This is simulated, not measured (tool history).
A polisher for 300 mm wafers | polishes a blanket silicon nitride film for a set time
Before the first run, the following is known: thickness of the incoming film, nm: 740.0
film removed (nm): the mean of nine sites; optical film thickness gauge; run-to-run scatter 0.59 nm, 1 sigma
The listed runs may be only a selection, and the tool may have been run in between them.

run,hour,flow of slurry (ml/min),pressure of the wafer on the pad (kPa),speed of the pad under the wafer (m/s),polishing time (s),film removed (nm)
1,0.0,315,19.3,1.14,61,102.380
2,4.7,250,19.3,1.14,61,98.278
3,13.2,250,17.9,1.14,61,93.425
4,20.8,250,17.9,1.42,61,111.720
5,23.3,315,17.9,1.42,61,114.780
6,29.2,315,17.9,1.14,61,95.480
7,31.2,310,15.9,1.12,61,82.438
# hour 35.0: head pressure recalibrated
8,35.0,310,14.5,1.12,61,71.614

Estimate the outcome of run 9 from the log above:
9,41.4,310,14.5,1.12,61,?

{"run 9": {"film removed (nm)": 71.932}}

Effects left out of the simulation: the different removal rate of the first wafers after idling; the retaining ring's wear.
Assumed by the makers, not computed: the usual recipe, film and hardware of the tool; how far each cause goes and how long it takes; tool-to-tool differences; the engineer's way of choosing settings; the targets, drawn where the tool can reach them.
